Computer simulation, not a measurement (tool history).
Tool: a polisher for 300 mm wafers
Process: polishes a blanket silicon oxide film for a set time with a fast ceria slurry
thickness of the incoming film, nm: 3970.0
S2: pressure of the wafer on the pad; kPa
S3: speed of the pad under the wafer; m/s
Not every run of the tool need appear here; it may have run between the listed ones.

Run 1, hour 0: flow of slurry (ml/min) 255, S2 20 kPa, S3 0.88 m/s, polishing time (s) 92. Result: film removed (angstrom) 14664.
Run 2, hour 2: flow of slurry (ml/min) 255, S2 17.2 kPa, S3 0.88 m/s, polishing time (s) 92. Result: film removed (angstrom) 12789.
Run 3, hour 6.6: flow of slurry (ml/min) 255, S2 19.3 kPa, S3 0.88 m/s, polishing time (s) 92. Result: film removed (angstrom) 14406.
Run 4, hour 10.2: flow of slurry (ml/min) 255, S2 16.5 kPa, S3 0.88 m/s, polishing time (s) 92. Result: film removed (angstrom) 12595.
Run 5, hour 14.1: flow of slurry (ml/min) 285, S2 16.5 kPa, S3 0.88 m/s, polishing time (s) 92. Result: film removed (angstrom) 12525.
Run 6, hour 18.1: flow of slurry (ml/min) 285, S2 14.5 kPa, S3 0.86 m/s, polishing time (s) 92. Result: film removed (angstrom) 11370.
Run 7, hour 21.3: flow of slurry (ml/min) 285, S2 13.1 kPa, S3 0.84 m/s, polishing time (s) 92. Result: film removed (angstrom) 10429.
Run 8, hour 26: flow of slurry (ml/min) 285, S2 11.7 kPa, S3 0.82 m/s, polishing time (s) 92. Result: film removed (angstrom) 9355.1.
Run 9, hour 31.1: flow of slurry (ml/min) 285, S2 11 kPa, S3 0.82 m/s, polishing time (s) 92. Result: film removed (angstrom) 8886.9.

What does the tool deliver on the next run?
At hour 34.3: slurry nozzle cleaned.
Run 10, hour 34.3: flow of slurry (ml/min) 280, S2 11 kPa, S3 0.82 m/s, polishing time (s) 92. Result: film removed (angstrom) ?.

{"run 10": {"film removed (angstrom)": 9321.1}}
